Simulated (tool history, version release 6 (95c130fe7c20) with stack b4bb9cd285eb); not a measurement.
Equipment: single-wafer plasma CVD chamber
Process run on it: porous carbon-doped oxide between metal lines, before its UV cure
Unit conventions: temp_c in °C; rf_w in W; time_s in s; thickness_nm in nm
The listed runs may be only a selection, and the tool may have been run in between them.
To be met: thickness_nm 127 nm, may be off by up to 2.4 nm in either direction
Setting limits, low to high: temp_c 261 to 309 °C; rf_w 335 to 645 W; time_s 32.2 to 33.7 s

run 1 day=0 | temp_c=285 rf_w=490 time_s=33.7 | thickness_nm=166.03
run 2 day=0.071 | temp_c=292 rf_w=460 time_s=33.5 | thickness_nm=150.09
run 3 day=0.196 | temp_c=292 rf_w=515 time_s=33.5 | thickness_nm=162.46
run 4 day=0.362 | temp_c=297 rf_w=485 time_s=33.4 | thickness_nm=152.05
run 5 day=0.458 | temp_c=300 rf_w=455 time_s=33.3 | thickness_nm=139.02
run 6 day=0.546 | temp_c=303 rf_w=450 time_s=33.3 | thickness_nm=135.8
run 7 day=0.825 | temp_c=305 rf_w=445 time_s=33.3 | thickness_nm=133.18
run 8 day=1.15 | temp_c=306 rf_w=440 time_s=33.3 | thickness_nm=130.68
-- day=1.283 RF generator calibrated
run 9 day=1.283 | temp_c=306 rf_w=440 time_s=33.3 | thickness_nm=136.86
run 10 day=1.583 | temp_c=309 rf_w=395 time_s=33.1 | thickness_nm=122.75

Below are 5 possible settings for the next run. Only one of them brings all results inside the allowed miss of their targets. Which is it?
run A day=1.883 | temp_c=309 rf_w=390 time_s=32.9 | thickness_nm=?
run B day=1.883 | temp_c=299 rf_w=360 time_s=32.7 | thickness_nm=?
run C day=1.883 | temp_c=309 rf_w=390 time_s=32.2 | thickness_nm=?
run D day=1.883 | temp_c=305 rf_w=390 time_s=32.2 | thickness_nm=?
run E day=1.883 | temp_c=307 rf_w=400 time_s=33.7 | thickness_nm=?

move=A thickness_nm=121.14
move=B thickness_nm=119.81
move=C thickness_nm=118.64
move=D thickness_nm=121.57
move=E thickness_nm=128.11
A: the biggest miss grows against the last run
B: the biggest miss grows against the last run
C: the biggest miss grows against the last run
D: the biggest miss grows against the last run
E: all results in spec
Answer: E
